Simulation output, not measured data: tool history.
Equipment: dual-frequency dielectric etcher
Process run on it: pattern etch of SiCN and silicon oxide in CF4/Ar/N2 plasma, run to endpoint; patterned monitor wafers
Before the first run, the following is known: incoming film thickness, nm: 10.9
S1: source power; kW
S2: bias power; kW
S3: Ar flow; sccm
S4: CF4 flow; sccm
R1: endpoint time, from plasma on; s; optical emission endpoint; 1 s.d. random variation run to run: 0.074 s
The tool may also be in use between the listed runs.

run	hour	S1	S2	S3	S4	R1
1	0.0	0.340	0.090	139	73	16.905
2	6.7	0.340	0.090	139	66	17.238
3	11.7	0.340	0.090	156	66	17.412
4	15.7	0.340	0.090	156	60	17.710
5	22.5	0.340	0.090	156	50	18.152
6	24.6	0.340	0.090	156	44	18.591
7	31.9	0.370	0.091	156	44	17.282
8	40.5	0.390	0.092	156	44	16.452

Run 9 is up next; what results do you expect?
9	46.7	0.400	0.093	156	44	?

R1: 16.190 s

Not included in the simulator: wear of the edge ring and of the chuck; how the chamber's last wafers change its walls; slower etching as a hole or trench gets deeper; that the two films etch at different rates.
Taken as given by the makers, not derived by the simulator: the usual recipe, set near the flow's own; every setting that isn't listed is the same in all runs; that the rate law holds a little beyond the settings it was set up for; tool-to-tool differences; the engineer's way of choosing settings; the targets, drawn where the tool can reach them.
